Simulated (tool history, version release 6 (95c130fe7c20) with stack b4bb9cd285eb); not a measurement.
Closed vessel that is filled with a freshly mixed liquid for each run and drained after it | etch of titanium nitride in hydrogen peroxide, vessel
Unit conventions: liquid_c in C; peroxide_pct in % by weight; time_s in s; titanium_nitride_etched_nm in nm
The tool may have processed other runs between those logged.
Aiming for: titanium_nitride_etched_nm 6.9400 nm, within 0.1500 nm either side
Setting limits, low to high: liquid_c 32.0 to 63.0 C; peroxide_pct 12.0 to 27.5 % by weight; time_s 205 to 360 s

| run | hour | liquid_c | peroxide_pct | time_s | titanium_nitride_etched_nm |
|---|---|---|---|---|---|
| 1 | 0.0 | 47.0 | 18.5 | 360 | 15.0810 |
| 2 | 7.6 | 44.0 | 18.5 | 360 | 11.9520 |
| 3 | 10.8 | 43.0 | 18.5 | 360 | 11.2270 |
| 4 | 18.6 | 40.5 | 18.5 | 360 | 9.1076 |
| 5 | 27.2 | 40.5 | 18.5 | 205 | 5.1798 |
| 6 | 30.5 | 41.0 | 18.5 | 205 | 5.4397 |
| 7 | 34.6 | 41.5 | 18.5 | 205 | 5.6437 |
| 8 | 37.3 | 42.0 | 18.5 | 205 | 5.8831 |
| 9 | 41.7 | 42.5 | 18.5 | 205 | 6.1355 |
| 10 | 46.4 | 43.5 | 18.5 | 205 | 6.6100 |

Which of these 4 next moves meets every target?
| A | 51.1 | 42.5 | 18.5 | 220 | ? |
| B | 51.1 | 41.5 | 18.5 | 240 | ? |
| C | 51.1 | 36.5 | 20.5 | 315 | ? |
| D | 51.1 | 40.5 | 19.0 | 270 | ? |

| move | titanium_nitride_etched_nm |
|---|---|
| A | 6.4835 |
| B | 6.5557 |
| C | 5.9723 |
| D | 6.8714 |
A: lands further from the targets than the last run did
B: lands further from the targets than the last run did
C: lands further from the targets than the last run did
D: every result within its allowed miss
Answer: D

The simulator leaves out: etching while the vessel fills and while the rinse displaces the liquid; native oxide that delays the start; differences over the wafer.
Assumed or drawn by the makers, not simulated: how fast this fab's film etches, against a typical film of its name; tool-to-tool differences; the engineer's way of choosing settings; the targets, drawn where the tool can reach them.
